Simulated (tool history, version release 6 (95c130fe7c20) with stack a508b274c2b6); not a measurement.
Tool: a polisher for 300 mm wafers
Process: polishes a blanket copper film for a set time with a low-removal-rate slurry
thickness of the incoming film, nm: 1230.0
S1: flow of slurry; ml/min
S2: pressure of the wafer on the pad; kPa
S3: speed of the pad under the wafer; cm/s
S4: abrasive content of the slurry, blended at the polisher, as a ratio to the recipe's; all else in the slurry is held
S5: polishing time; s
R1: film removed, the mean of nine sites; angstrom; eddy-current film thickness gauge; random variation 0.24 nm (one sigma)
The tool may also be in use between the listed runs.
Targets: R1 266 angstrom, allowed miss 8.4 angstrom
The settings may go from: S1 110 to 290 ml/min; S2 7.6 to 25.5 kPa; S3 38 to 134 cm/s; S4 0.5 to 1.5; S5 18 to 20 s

run 1 hour=0 | S1=185 S2=16.5 S3=86 S4=1 S5=20 | R1=314.6
run 2 hour=2.2 | S1=180 S2=15.9 S3=86 S4=1 S5=20 | R1=295.93
run 3 hour=5.1 | S1=165 S2=15.9 S3=86 S4=1 S5=20 | R1=291.46
run 4 hour=10.1 | S1=160 S2=15.9 S3=86 S4=1 S5=20 | R1=287.27
run 5 hour=10.8 | S1=190 S2=15.9 S3=86 S4=1 S5=20 | R1=300.45
run 6 hour=17.4 | S1=190 S2=15.9 S3=86 S4=0.85 S5=20 | R1=281.08
run 7 hour=18.9 | S1=185 S2=15.9 S3=86 S4=0.85 S5=20 | R1=281.79
run 8 hour=25 | S1=180 S2=15.9 S3=86 S4=0.85 S5=20 | R1=283.82
run 9 hour=27.8 | S1=175 S2=15.9 S3=86 S4=0.85 S5=20 | R1=277.12

Which of these 5 next moves meets every target?
run A hour=30.6 | S1=160 S2=18.6 S3=78 S4=0.85 S5=20 | R1=?
run B hour=30.6 | S1=220 S2=20 S3=76 S4=0.9 S5=18 | R1=?
run C hour=30.6 | S1=175 S2=17.2 S3=102 S4=0.6 S5=19 | R1=?
run D hour=30.6 | S1=190 S2=18.6 S3=78 S4=0.75 S5=20 | R1=?
run E hour=30.6 | S1=125 S2=17.2 S3=74 S4=1 S5=20 | R1=?

move=A R1=297.19
move=B R1=297.11
move=C R1=299.5
move=D R1=291.95
move=E R1=265.72
A: further off than the last run
B: further off than the last run
C: further off than the last run
D: further off than the last run
E: meets every target
The right move is E.

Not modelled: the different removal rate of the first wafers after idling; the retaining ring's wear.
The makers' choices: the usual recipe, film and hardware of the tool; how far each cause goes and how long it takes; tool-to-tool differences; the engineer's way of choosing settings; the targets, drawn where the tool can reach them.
